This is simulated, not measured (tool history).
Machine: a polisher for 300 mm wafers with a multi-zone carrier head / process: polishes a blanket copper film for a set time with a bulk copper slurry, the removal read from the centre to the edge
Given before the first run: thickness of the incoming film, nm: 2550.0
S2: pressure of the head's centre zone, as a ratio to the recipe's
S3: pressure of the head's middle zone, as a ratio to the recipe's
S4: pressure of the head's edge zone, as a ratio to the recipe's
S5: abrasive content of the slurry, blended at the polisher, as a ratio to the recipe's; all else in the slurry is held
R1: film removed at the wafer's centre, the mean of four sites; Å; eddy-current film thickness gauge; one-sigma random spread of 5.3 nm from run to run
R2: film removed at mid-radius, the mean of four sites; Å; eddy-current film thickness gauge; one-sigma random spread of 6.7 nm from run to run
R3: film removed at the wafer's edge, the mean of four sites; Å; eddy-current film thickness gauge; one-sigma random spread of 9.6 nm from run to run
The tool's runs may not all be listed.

Run 1, hour 0: flow of slurry (ml/min) 150, S2 1, S3 1, S4 1, S5 1, polishing time (s) 78. Result: R1 7545.8 Å, R2 7237.5 Å, R3 7362.6 Å.
Run 2, hour 5.7: flow of slurry (ml/min) 150, S2 1, S3 1, S4 1, S5 1, polishing time (s) 65. Result: R1 6372.6 Å, R2 6034.1 Å, R3 6231.1 Å.
Run 3, hour 8.2: flow of slurry (ml/min) 150, S2 1, S3 1, S4 1, S5 0.85, polishing time (s) 65. Result: R1 6114.4 Å, R2 5886.9 Å, R3 6034.4 Å.
Run 4, hour 14: flow of slurry (ml/min) 150, S2 1, S3 1, S4 1, S5 0.85, polishing time (s) 83. Result: R1 7947.5 Å, R2 7423.8 Å, R3 7740.3 Å.
Run 5, hour 15.9: flow of slurry (ml/min) 150, S2 1, S3 1.06, S4 1, S5 0.85, polishing time (s) 83. Result: R1 7921.7 Å, R2 7925.6 Å, R3 7761.1 Å.
Run 6, hour 24.2: flow of slurry (ml/min) 145, S2 0.99, S3 1.03, S4 0.99, S5 0.8, polishing time (s) 83. Result: R1 7673 Å, R2 7571.7 Å, R3 7447.6 Å.
Run 7, hour 31.5: flow of slurry (ml/min) 105, S2 0.92, S3 0.93, S4 1.03, S5 0.7, polishing time (s) 82. Result: R1 6279 Å, R2 6246.5 Å, R3 7089.5 Å.
Run 8, hour 35.8: flow of slurry (ml/min) 105, S2 0.93, S3 0.92, S4 1.02, S5 0.7, polishing time (s) 82. Result: R1 6402.7 Å, R2 6020.8 Å, R3 6997.7 Å.

Predict the results of run 9:
Run 9, hour 38.3: flow of slurry (ml/min) 105, S2 0.93, S3 0.92, S4 1.01, S5 0.7, polishing time (s) 82. Result: R1 ?, R2 ?, R3 ?.

R1: 6419.4 Å
R2: 6133.4 Å
R3: 6865.8 Å

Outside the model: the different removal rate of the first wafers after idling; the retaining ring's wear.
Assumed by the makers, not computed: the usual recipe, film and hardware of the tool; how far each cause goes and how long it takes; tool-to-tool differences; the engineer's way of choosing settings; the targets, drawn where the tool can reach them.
